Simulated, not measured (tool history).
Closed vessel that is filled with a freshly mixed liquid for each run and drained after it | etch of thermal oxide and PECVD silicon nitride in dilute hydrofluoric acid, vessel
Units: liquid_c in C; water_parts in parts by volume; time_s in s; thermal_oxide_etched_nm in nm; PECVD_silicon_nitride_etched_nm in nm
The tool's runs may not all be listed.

run  hour  liquid_c  water_parts  time_s  thermal_oxide_etched_nm  PECVD_silicon_nitride_etched_nm
  1     0        21           40     200                   22.966                            22.27
  2   2.7      22.5           40     200                   24.464                           24.725
  3  10.3      24.5           40     200                   26.465                            28.29
  4  19.1      24.5           40     235                   30.838                           33.298
  5  27.2      26.5           40     235                   33.757                           37.982
  6  31.3      26.5           35     235                   39.321                           43.303
  7  35.6      26.5           30     230                   44.565                           49.527

Run 8 comes next. What will it give?
  8  38.8        26           25     230                        ?                                ?

{"run 8": {"thermal_oxide_etched_nm": 53.844, "PECVD_silicon_nitride_etched_nm": 56.627}}
